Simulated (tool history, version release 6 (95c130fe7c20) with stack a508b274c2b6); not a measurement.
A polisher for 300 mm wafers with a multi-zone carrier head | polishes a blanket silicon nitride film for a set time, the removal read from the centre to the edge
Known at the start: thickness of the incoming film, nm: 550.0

| run | hour | flow of slurry (ml/min) | pressure of the head's centre zone | pressure of the head's middle zone | pressure of the head's edge zone | polishing time (s) | film removed at the wafer's centre (angstrom) | film removed at mid-radius (angstrom) | film removed at the wafer's edge (angstrom) |
|---|---|---|---|---|---|---|---|---|---|
| 1 | 0.0 | 190 | 1.00 | 1.00 | 1.00 | 40 | 1025.7 | 1018.0 | 1044.5 |
| 2 | 3.1 | 190 | 1.00 | 1.00 | 1.06 | 40 | 1036.4 | 1039.6 | 1087.6 |
| 3 | 3.8 | 195 | 0.99 | 1.03 | 1.09 | 42 | 1088.0 | 1115.5 | 1160.2 |
| 4 | 5.4 | 200 | 0.98 | 1.06 | 1.11 | 43 | 1112.4 | 1164.3 | 1172.0 |
| 5 | 8.5 | 195 | 0.96 | 1.08 | 1.12 | 45 | 1135.4 | 1250.5 | 1237.4 |
| 6 | 9.5 | 195 | 0.96 | 1.12 | 1.12 | 45 | 1134.8 | 1292.8 | 1304.7 |
| 7 | 11.0 | 245 | 0.98 | 1.19 | 1.04 | 47 | 1223.4 | 1455.1 | 1238.8 |

Forecast run 8:
| 8 | 11.9 | 235 | 0.98 | 1.18 | 1.07 | 47 | ? | ? | ? |

Run 8 gave film removed at the wafer's centre (angstrom) 1231.9, film removed at mid-radius (angstrom) 1434.2, film removed at the wafer's edge (angstrom) 1318.5.

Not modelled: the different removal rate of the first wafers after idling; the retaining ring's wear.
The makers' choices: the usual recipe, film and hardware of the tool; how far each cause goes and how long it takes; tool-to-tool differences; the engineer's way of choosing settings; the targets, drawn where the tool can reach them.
